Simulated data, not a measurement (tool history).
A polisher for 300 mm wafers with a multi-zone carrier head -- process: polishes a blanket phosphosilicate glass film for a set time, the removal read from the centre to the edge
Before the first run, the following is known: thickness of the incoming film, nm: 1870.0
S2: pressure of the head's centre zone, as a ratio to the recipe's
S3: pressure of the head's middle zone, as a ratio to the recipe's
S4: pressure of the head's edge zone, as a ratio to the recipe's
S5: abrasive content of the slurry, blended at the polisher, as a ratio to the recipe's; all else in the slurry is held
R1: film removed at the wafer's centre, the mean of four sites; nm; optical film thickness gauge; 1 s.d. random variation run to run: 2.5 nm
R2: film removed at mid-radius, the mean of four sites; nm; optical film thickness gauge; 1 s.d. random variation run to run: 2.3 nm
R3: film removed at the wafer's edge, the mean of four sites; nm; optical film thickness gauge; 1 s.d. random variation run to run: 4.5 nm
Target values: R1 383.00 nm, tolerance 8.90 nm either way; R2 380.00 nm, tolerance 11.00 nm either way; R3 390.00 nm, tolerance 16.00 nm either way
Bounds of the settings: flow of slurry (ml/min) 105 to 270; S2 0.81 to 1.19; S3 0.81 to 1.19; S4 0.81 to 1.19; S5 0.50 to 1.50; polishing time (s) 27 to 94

Run 1, hour 0.0: flow of slurry (ml/min) 175, S2 1.00, S3 1.00, S4 1.00, S5 1.00, polishing time (s) 60. Result: R1 251.18 nm, R2 258.62 nm, R3 262.00 nm.
Run 2, hour 8.2: flow of slurry (ml/min) 175, S2 1.00, S3 1.00, S4 1.00, S5 0.85, polishing time (s) 60. Result: R1 234.51 nm, R2 242.12 nm, R3 246.14 nm.
Run 3, hour 11.5: flow of slurry (ml/min) 175, S2 1.00, S3 1.07, S4 1.00, S5 0.85, polishing time (s) 60. Result: R1 237.34 nm, R2 254.61 nm, R3 243.62 nm.
Run 4, hour 15.0: flow of slurry (ml/min) 175, S2 1.00, S3 1.01, S4 1.00, S5 0.85, polishing time (s) 60. Result: R1 235.83 nm, R2 246.04 nm, R3 249.86 nm.
Run 5, hour 19.0: flow of slurry (ml/min) 180, S2 1.00, S3 1.01, S4 1.02, S5 0.90, polishing time (s) 61. Result: R1 246.35 nm, R2 252.03 nm, R3 257.00 nm.
Run 6, hour 19.9: flow of slurry (ml/min) 180, S2 1.00, S3 1.01, S4 1.06, S5 0.90, polishing time (s) 61. Result: R1 243.93 nm, R2 256.05 nm, R3 262.12 nm.
Run 7, hour 22.1: flow of slurry (ml/min) 180, S2 1.01, S3 1.01, S4 1.07, S5 0.95, polishing time (s) 62. Result: R1 259.17 nm, R2 262.59 nm, R3 273.45 nm.
Run 8, hour 22.9: flow of slurry (ml/min) 180, S2 1.01, S3 1.02, S4 1.08, S5 1.00, polishing time (s) 63. Result: R1 266.53 nm, R2 271.31 nm, R3 277.80 nm.
Run 9, hour 25.1: flow of slurry (ml/min) 180, S2 1.01, S3 1.02, S4 1.09, S5 1.05, polishing time (s) 64. Result: R1 275.31 nm, R2 286.29 nm, R3 295.81 nm.
Run 10, hour 30.9: flow of slurry (ml/min) 230, S2 1.11, S3 1.09, S4 1.19, S5 1.30, polishing time (s) 64. Result: R1 336.81 nm, R2 329.44 nm, R3 336.90 nm.
Run 11, hour 34.3: flow of slurry (ml/min) 230, S2 1.10, S3 1.09, S4 1.19, S5 1.40, polishing time (s) 66. Result: R1 353.75 nm, R2 348.62 nm, R3 352.99 nm.

4 next moves are on the table. One of them brings every result within its allowed miss. Which?
Run A, hour 37.7: flow of slurry (ml/min) 150, S2 1.11, S3 1.10, S4 1.19, S5 1.20, polishing time (s) 80. Result: R1 ?, R2 ?, R3 ?.
Run B, hour 37.7: flow of slurry (ml/min) 240, S2 1.03, S3 0.87, S4 1.19, S5 1.45, polishing time (s) 72. Result: R1 ?, R2 ?, R3 ?.
Run C, hour 37.7: flow of slurry (ml/min) 230, S2 0.97, S3 1.09, S4 1.19, S5 1.25, polishing time (s) 72. Result: R1 ?, R2 ?, R3 ?.
Run D, hour 37.7: flow of slurry (ml/min) 210, S2 1.04, S3 1.13, S4 1.12, S5 1.40, polishing time (s) 61. Result: R1 ?, R2 ?, R3 ?.

move      R1      R2      R3
   A  383.65  380.88  393.40
   B  368.69  321.73  398.09
   C  329.53  368.99  377.03
   D  306.54  330.31  319.31
A: hits every target within its allowed miss
B: further off than the last run
C: further off than the last run
D: further off than the last run
So the answer is move A, the one that meets all the targets.
